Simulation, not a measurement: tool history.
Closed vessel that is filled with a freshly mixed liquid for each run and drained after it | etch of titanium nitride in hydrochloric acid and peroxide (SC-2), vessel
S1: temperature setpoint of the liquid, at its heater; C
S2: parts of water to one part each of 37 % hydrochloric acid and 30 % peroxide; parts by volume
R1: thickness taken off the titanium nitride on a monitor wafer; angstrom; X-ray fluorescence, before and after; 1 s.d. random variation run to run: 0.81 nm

Run 1, hour 0: S1 53 C, S2 10.5 parts by volume, time in the liquid (s) 1635. Result: R1 787.82 angstrom.
Run 2, hour 8.6: S1 47 C, S2 10.5 parts by volume, time in the liquid (s) 1635. Result: R1 532.37 angstrom.
Run 3, hour 15.7: S1 48.5 C, S2 10.5 parts by volume, time in the liquid (s) 1635. Result: R1 591.49 angstrom.
Run 4, hour 18.5: S1 50 C, S2 10.5 parts by volume, time in the liquid (s) 1635. Result: R1 648.21 angstrom.
Run 5, hour 20.6: S1 51.5 C, S2 10.5 parts by volume, time in the liquid (s) 1635. Result: R1 712.61 angstrom.
Run 6, hour 25.2: S1 53 C, S2 10.5 parts by volume, time in the liquid (s) 1635. Result: R1 795.92 angstrom.
Run 7, hour 26.8: S1 54 C, S2 10.5 parts by volume, time in the liquid (s) 1635. Result: R1 847.13 angstrom.
Run 8, hour 35.7: S1 55 C, S2 10.5 parts by volume, time in the liquid (s) 1635. Result: R1 903.63 angstrom.
Run 9, hour 39.6: S1 56 C, S2 10.5 parts by volume, time in the liquid (s) 1635. Result: R1 962.89 angstrom.
Run 10, hour 46.3: S1 57 C, S2 10.5 parts by volume, time in the liquid (s) 1635. Result: R1 1024 angstrom.
Run 11, hour 50.5: S1 57 C, S2 10.5 parts by volume, time in the liquid (s) 1635. Result: R1 1029.2 angstrom.
Run 12, hour 52.8: S1 57.5 C, S2 10.5 parts by volume, time in the liquid (s) 1635. Result: R1 1056.5 angstrom.
Run 13, hour 59.3: S1 58 C, S2 10.5 parts by volume, time in the liquid (s) 1635. Result: R1 1090 angstrom.
Run 14, hour 65: S1 58.5 C, S2 10.5 parts by volume, time in the liquid (s) 1635. Result: R1 1131.8 angstrom.
Run 15, hour 66.9: S1 59 C, S2 10.5 parts by volume, time in the liquid (s) 1635. Result: R1 1156.5 angstrom.

Predict the results of run 16:
Run 16, hour 69.8: S1 59.5 C, S2 10.5 parts by volume, time in the liquid (s) 1635. Result: R1 ?.

R1: 1214.2 angstrom
